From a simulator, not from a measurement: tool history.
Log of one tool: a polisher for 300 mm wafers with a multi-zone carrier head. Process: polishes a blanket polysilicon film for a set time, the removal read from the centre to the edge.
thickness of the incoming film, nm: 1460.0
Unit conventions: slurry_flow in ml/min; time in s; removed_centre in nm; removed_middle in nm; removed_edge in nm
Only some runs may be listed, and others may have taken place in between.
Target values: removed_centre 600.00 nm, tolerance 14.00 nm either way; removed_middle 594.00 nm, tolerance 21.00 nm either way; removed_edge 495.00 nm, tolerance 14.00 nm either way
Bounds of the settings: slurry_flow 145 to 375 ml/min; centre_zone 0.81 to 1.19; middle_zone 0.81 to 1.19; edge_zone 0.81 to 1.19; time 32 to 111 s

run 1 hour=0.0 | slurry_flow=240 centre_zone=1.00 middle_zone=1.00 edge_zone=1.00 time=71 | removed_centre=458.91 removed_middle=462.79 removed_edge=458.90
run 2 hour=2.2 | slurry_flow=240 centre_zone=1.00 middle_zone=1.00 edge_zone=1.08 time=71 | removed_centre=456.05 removed_middle=458.98 removed_edge=475.29
run 3 hour=5.1 | slurry_flow=255 centre_zone=1.03 middle_zone=1.03 edge_zone=1.07 time=71 | removed_centre=477.67 removed_middle=477.72 removed_edge=471.64
run 4 hour=8.6 | slurry_flow=265 centre_zone=1.05 middle_zone=1.06 edge_zone=1.08 time=71 | removed_centre=487.68 removed_middle=475.63 removed_edge=477.72
run 5 hour=15.4 | slurry_flow=265 centre_zone=1.05 middle_zone=1.06 edge_zone=1.02 time=71 | removed_centre=485.41 removed_middle=480.16 removed_edge=464.16
run 6 hour=20.7 | slurry_flow=265 centre_zone=1.05 middle_zone=1.06 edge_zone=1.08 time=71 | removed_centre=487.02 removed_middle=491.05 removed_edge=474.59
run 7 hour=26.3 | slurry_flow=275 centre_zone=1.07 middle_zone=1.08 edge_zone=1.07 time=72 | removed_centre=502.31 removed_middle=504.84 removed_edge=486.72
run 8 hour=32.6 | slurry_flow=285 centre_zone=1.09 middle_zone=1.10 edge_zone=1.04 time=73 | removed_centre=521.01 removed_middle=514.47 removed_edge=484.01
run 9 hour=41.0 | slurry_flow=295 centre_zone=1.10 middle_zone=1.12 edge_zone=1.02 time=74 | removed_centre=536.81 removed_middle=535.41 removed_edge=490.48
run 10 hour=45.5 | slurry_flow=305 centre_zone=1.11 middle_zone=1.13 edge_zone=1.00 time=74 | removed_centre=545.47 removed_middle=529.21 removed_edge=481.24
run 11 hour=48.6 | slurry_flow=305 centre_zone=1.11 middle_zone=1.13 edge_zone=1.00 time=74 | removed_centre=543.16 removed_middle=534.37 removed_edge=482.51

Consider the 5 candidate settings below. Which is the only one whose results all fall within their allowed miss of target?
run A hour=51.7 | slurry_flow=360 centre_zone=1.08 middle_zone=1.03 edge_zone=0.89 time=80 | removed_centre=? removed_middle=? removed_edge=?
run B hour=51.7 | slurry_flow=265 centre_zone=1.01 middle_zone=1.04 edge_zone=1.08 time=75 | removed_centre=? removed_middle=? removed_edge=?
run C hour=51.7 | slurry_flow=280 centre_zone=1.03 middle_zone=1.06 edge_zone=1.08 time=72 | removed_centre=? removed_middle=? removed_edge=?
run D hour=51.7 | slurry_flow=240 centre_zone=1.15 middle_zone=1.16 edge_zone=0.90 time=81 | removed_centre=? removed_middle=? removed_edge=?
run E hour=51.7 | slurry_flow=255 centre_zone=1.01 middle_zone=1.19 edge_zone=0.95 time=72 | removed_centre=? removed_middle=? removed_edge=?

move=A removed_centre=578.18 removed_middle=555.25 removed_edge=495.93
move=B removed_centre=492.02 removed_middle=511.17 removed_edge=499.80
move=C removed_centre=484.65 removed_middle=501.30 removed_edge=481.58
move=D removed_centre=599.42 removed_middle=599.88 removed_edge=490.11
move=E removed_centre=470.85 removed_middle=548.87 removed_edge=448.62
A: closer than the last run, but not yet in spec
B: its largest miss is bigger than the last run's
C: its largest miss is bigger than the last run's
D: all results land within tolerance of their targets
E: its largest miss is bigger than the last run's
Go with D: it meets all targets.
